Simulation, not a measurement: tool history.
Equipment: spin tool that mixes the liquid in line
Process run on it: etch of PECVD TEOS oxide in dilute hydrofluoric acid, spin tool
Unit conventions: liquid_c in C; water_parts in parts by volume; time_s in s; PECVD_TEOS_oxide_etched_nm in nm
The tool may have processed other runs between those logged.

run,day,liquid_c,water_parts,time_s,PECVD_TEOS_oxide_etched_nm
1,0.000,26.0,90,200,24.883
2,0.104,24.0,100,200,20.418
3,0.129,22.5,110,200,17.246
4,0.162,22.5,85,200,23.012
5,0.438,22.5,100,200,19.145
6,0.804,21.5,110,200,16.550

Run 7 has not been measured yet. What should we expect?
7,0.988,20.5,115,200,?

{"run 7": {"PECVD_TEOS_oxide_etched_nm": 15.192}}
